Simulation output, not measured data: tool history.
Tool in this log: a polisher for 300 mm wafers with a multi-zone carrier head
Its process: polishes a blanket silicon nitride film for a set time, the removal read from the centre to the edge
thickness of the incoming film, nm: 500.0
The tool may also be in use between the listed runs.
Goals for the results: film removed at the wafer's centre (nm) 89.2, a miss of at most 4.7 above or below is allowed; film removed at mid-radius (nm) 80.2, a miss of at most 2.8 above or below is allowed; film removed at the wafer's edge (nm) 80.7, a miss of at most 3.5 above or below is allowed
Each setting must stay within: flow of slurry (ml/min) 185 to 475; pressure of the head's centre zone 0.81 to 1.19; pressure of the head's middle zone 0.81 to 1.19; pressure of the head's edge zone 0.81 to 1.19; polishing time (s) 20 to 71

run    day  flow of slurry (ml/min)  pressure of the head's centre zone  pressure of the head's middle zone  pressure of the head's edge zone  polishing time (s)  film removed at the wafer's centre (nm)  film removed at mid-radius (nm)  film removed at the wafer's edge (nm)
  1      0                      305                                   1                                   1                                 1                  45                                   102.12                           102.29                                 100.93
  2  0.208                      305                                1.01                                0.98                              0.98                  44                                   99.332                           98.432                                  101.3
  3  0.392                      305                                1.03                                0.99                              0.98                  42                                   98.626                           95.353                                 94.458
  4  0.504                      305                                1.04                                0.98                              0.98                  41                                   95.484                           90.682                                 92.383
  5  0.792                      305                                0.97                                0.98                              0.98                  41                                   91.605                           91.274                                 92.433
  6  1.096                      305                                0.99                                0.98                              0.97                  40                                   91.656                           89.877                                  91.58
  7  1.333                      305                                1.01                                0.98                              0.97                  39                                   89.671                           87.975                                 87.077
  8   1.55                      305                                1.02                                0.97                              0.96                  39                                   90.856                            87.01                                 87.129
  9  1.746                      305                                1.03                                0.96                              0.95                  39                                   92.209                           85.952                                 87.025
 10  1.996                      305                                1.03                                0.96                              0.94                  39                                   91.673                           85.172                                 87.115
 11  2.338                      305                                1.03                                0.96                              0.93                  39                                   92.769                           87.474                                 85.385
 12  2.633                      305                                1.03                                0.95                              0.93                  39                                   90.036                            87.06                                 87.013
 13  2.933                      305                                1.04                                0.95                              0.93                  38                                   88.682                           83.946                                 82.784

Of the 5 settings listed for the next run, only one would bring every result within its allowed miss of target. Which one?
  A  3.233                      320                                1.04                                1.02                              0.84                  39                                        ?                                ?                                      ?
  B  3.233                      240                                1.04                                1.07                                 1                  38                                        ?                                ?                                      ?
  C  3.233                      305                                0.99                                1.03                              0.93                  39                                        ?                                ?                                      ?
  D  3.233                      270                                0.98                                0.81                              0.92                  40                                        ?                                ?                                      ?
  E  3.233                      300                                1.07                                0.95                              0.92                  36                                        ?                                ?                                      ?

move  film removed at the wafer's centre (nm)  film removed at mid-radius (nm)  film removed at the wafer's edge (nm)
   A                                   89.665                           91.164                                 82.048
   B                                    85.49                           90.133                                 85.321
   C                                   85.029                            91.53                                 85.719
   D                                   85.417                           78.724                                 87.142
   E                                   84.735                           79.623                                 78.734
A: misses by more than the last run did
B: misses by more than the last run did
C: misses by more than the last run did
D: brings the result that was furthest off to its target, and leaves another outside
E: each result inside its tolerance
Move E is the one to make.
